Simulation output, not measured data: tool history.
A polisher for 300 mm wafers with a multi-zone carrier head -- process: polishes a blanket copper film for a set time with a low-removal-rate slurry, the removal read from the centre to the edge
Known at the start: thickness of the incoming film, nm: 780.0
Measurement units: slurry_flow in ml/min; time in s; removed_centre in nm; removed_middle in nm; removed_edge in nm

{"run": 1, "hour": 0.0, "slurry_flow": 185, "centre_zone": 1.0, "middle_zone": 1.0, "edge_zone": 1.0, "slurry_solids": 1.0, "time": 86, "removed_centre": 217.03, "removed_middle": 211.88, "removed_edge": 218.75}
{"run": 2, "hour": 6.1, "slurry_flow": 185, "centre_zone": 1.0, "middle_zone": 1.06, "edge_zone": 1.0, "slurry_solids": 1.0, "time": 86, "removed_centre": 216.72, "removed_middle": 225.92, "removed_edge": 217.86}
{"run": 3, "hour": 7.2, "slurry_flow": 190, "centre_zone": 1.0, "middle_zone": 1.07, "edge_zone": 1.01, "slurry_solids": 1.0, "time": 86, "removed_centre": 217.41, "removed_middle": 227.21, "removed_edge": 212.18}
{"run": 4, "hour": 8.7, "slurry_flow": 190, "centre_zone": 1.0, "middle_zone": 1.07, "edge_zone": 1.01, "slurry_solids": 1.0, "time": 70, "removed_centre": 177.43, "removed_middle": 184.09, "removed_edge": 177.1}
{"run": 5, "hour": 16.4, "slurry_flow": 190, "centre_zone": 1.03, "middle_zone": 1.07, "edge_zone": 1.01, "slurry_solids": 1.0, "time": 70, "removed_centre": 185.32, "removed_middle": 183.46, "removed_edge": 172.9}
{"run": 6, "hour": 23.2, "slurry_flow": 190, "centre_zone": 1.03, "middle_zone": 1.07, "edge_zone": 1.01, "slurry_solids": 1.0, "time": 89, "removed_centre": 230.77, "removed_middle": 235.42, "removed_edge": 222.91}
{"run": 7, "hour": 24.7, "slurry_flow": 185, "centre_zone": 1.02, "middle_zone": 1.08, "edge_zone": 1.01, "slurry_solids": 1.0, "time": 89, "removed_centre": 226.65, "removed_middle": 234.14, "removed_edge": 222.83}

Run 8, settings as shown, results not yet in. Your forecast:
{"run": 8, "hour": 29.3, "slurry_flow": 185, "centre_zone": 1.01, "middle_zone": 1.09, "edge_zone": 1.01, "slurry_solids": 1.0, "time": 89, "removed_centre": "?", "removed_middle": "?", "removed_edge": "?"}

{"run 8": {"removed_centre": 229.52, "removed_middle": 237.02, "removed_edge": 225.8}}

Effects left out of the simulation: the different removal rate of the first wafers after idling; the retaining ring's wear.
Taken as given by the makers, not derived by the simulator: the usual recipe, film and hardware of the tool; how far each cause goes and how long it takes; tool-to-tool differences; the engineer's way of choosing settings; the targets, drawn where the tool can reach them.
